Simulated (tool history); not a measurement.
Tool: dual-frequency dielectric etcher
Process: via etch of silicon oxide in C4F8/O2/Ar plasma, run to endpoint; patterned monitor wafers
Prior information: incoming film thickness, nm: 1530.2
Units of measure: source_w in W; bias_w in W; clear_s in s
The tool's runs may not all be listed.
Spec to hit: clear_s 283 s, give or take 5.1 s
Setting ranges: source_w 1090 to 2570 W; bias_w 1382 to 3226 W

run  hour  source_w  bias_w  clear_s
  1     0      1830    2304   252.89
  2   4.8      2040    2304   240.59
  3    13      1870    2267   252.54
  4  16.8      1870    2544   240.85
  5  23.4      1870    2173   259.03
  6  26.5      1790    2161   263.34
  7  28.3      1720    2150    267.9
  8  29.9      1670    2141   273.83
  9  32.3      1640    2137   276.68
 10    39      1620    2134   275.97
 11  43.1      1490    2101    290.3
 12  49.2      1510    2104   288.03

Exercise: of the 4 proposed moves below, exactly one satisfies all targets within the stated allowed misses. Which move is it?
  A  55.3      1370    2133        ?
  B  55.3      1470    2066        ?
  C  55.3      1380    2196        ?
  D  55.3      1420    2370        ?

move  clear_s
   A   301.13
   B   294.85
   C   296.15
   D   282.26
A: moves away from the targets compared with the last run
B: moves away from the targets compared with the last run
C: moves away from the targets compared with the last run
D: meets every target
So the answer is move D, the one that meets all the targets.

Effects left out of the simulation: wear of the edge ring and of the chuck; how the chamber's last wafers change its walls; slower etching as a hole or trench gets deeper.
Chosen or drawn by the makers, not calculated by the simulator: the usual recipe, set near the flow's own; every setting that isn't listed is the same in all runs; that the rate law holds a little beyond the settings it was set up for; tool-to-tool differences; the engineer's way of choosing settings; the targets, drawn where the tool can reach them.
